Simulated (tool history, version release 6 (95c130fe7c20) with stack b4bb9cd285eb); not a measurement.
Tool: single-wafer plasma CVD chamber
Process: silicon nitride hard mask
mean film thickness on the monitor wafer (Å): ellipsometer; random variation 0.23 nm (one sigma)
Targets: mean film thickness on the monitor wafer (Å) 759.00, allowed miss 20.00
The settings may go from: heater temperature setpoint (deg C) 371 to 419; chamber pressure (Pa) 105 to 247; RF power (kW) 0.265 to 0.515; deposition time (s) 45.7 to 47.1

run,hour,heater temperature setpoint (deg C),chamber pressure (Pa),RF power (kW),deposition time (s),mean film thickness on the monitor wafer (Å)
1,0.0,395,176,0.390,45.7,644.96
2,5.2,395,176,0.415,45.7,667.99
3,7.4,403,176,0.415,45.7,665.50
4,12.3,403,191,0.425,45.8,700.06
5,18.3,403,191,0.425,45.7,700.61
6,26.4,407,191,0.425,45.7,699.82
7,28.6,407,200,0.430,45.7,718.85
8,33.5,407,205,0.435,45.7,729.51

5 next moves are on the table. One of them brings every result within its allowed miss. Which?
A,38.4,404,225,0.440,47.1,?
B,38.4,407,225,0.460,46.5,?
C,38.4,407,211,0.465,47.1,?
D,38.4,406,215,0.440,46.1,?
E,38.4,419,193,0.515,47.1,?

move,mean film thickness on the monitor wafer (Å)
A,784.41
B,794.28
C,789.14
D,753.16
E,802.15
A: takes the result that was furthest off past its target
B: takes the result that was furthest off past its target
C: takes the result that was furthest off past its target
D: meets every target
E: takes the result that was furthest off past its target
Answer: D
